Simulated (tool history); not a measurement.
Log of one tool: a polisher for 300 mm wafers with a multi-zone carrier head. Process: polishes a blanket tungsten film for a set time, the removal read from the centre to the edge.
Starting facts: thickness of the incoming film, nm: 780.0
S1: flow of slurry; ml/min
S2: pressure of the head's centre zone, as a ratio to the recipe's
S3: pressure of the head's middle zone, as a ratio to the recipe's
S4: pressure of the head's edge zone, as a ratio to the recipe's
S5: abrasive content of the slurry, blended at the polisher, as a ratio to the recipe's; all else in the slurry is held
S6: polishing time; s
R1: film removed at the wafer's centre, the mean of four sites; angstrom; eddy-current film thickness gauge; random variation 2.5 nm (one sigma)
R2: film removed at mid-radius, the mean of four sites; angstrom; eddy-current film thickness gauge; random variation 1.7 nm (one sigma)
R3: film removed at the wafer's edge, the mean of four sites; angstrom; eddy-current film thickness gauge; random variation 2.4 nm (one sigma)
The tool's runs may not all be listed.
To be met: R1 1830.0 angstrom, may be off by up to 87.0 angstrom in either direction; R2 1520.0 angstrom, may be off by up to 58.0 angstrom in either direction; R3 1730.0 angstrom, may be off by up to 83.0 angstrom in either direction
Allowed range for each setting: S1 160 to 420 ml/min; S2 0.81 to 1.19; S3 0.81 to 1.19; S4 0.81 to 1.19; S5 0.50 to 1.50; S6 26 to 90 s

| run | hour | S1 | S2 | S3 | S4 | S5 | S6 | R1 | R2 | R3 |
|---|---|---|---|---|---|---|---|---|---|---|
| 1 | 0.0 | 270 | 1.00 | 1.00 | 1.00 | 1.00 | 58 | 2457.1 | 2542.4 | 2617.4 |
| 2 | 7.2 | 270 | 1.00 | 1.00 | 0.95 | 1.00 | 58 | 2490.8 | 2501.0 | 2590.7 |
| 3 | 8.5 | 270 | 1.01 | 0.98 | 0.94 | 0.90 | 54 | 2272.8 | 2239.6 | 2362.1 |
| 4 | 14.8 | 270 | 1.01 | 0.98 | 0.87 | 0.90 | 54 | 2292.4 | 2288.1 | 2265.1 |
| 5 | 19.6 | 270 | 1.01 | 0.98 | 0.87 | 0.90 | 66 | 2785.6 | 2723.8 | 2718.8 |
| 6 | 21.0 | 265 | 1.02 | 0.95 | 0.86 | 0.80 | 61 | 2559.0 | 2470.2 | 2452.0 |
| 7 | 26.6 | 265 | 1.02 | 0.95 | 0.86 | 0.80 | 61 | 2581.6 | 2481.1 | 2477.6 |
| 8 | 31.9 | 265 | 1.03 | 0.92 | 0.87 | 0.80 | 55 | 2274.4 | 2160.2 | 2215.4 |

Next run, 4 choices. One meets every target within its allowed miss, the rest don't. Which?
| A | 37.2 | 220 | 1.10 | 0.81 | 0.96 | 1.10 | 39 | ? | ? | ? |
| B | 37.2 | 310 | 0.98 | 0.82 | 0.99 | 0.80 | 39 | ? | ? | ? |
| C | 37.2 | 290 | 1.09 | 0.81 | 1.17 | 0.95 | 35 | ? | ? | ? |
| D | 37.2 | 305 | 1.05 | 0.81 | 1.10 | 0.60 | 39 | ? | ? | ? |

| move | R1 | R2 | R3 |
|---|---|---|---|
| A | 1861.3 | 1519.7 | 1714.4 |
| B | 1624.6 | 1494.5 | 1686.7 |
| C | 1660.2 | 1363.7 | 1687.0 |
| D | 1663.0 | 1418.1 | 1697.5 |
A: all results in spec
B: brings the last run's worst result on target, with another outside its allowed miss
C: takes the result that was furthest off past its target
D: takes the result that was furthest off past its target
So the answer is move A, the one that meets all the targets.
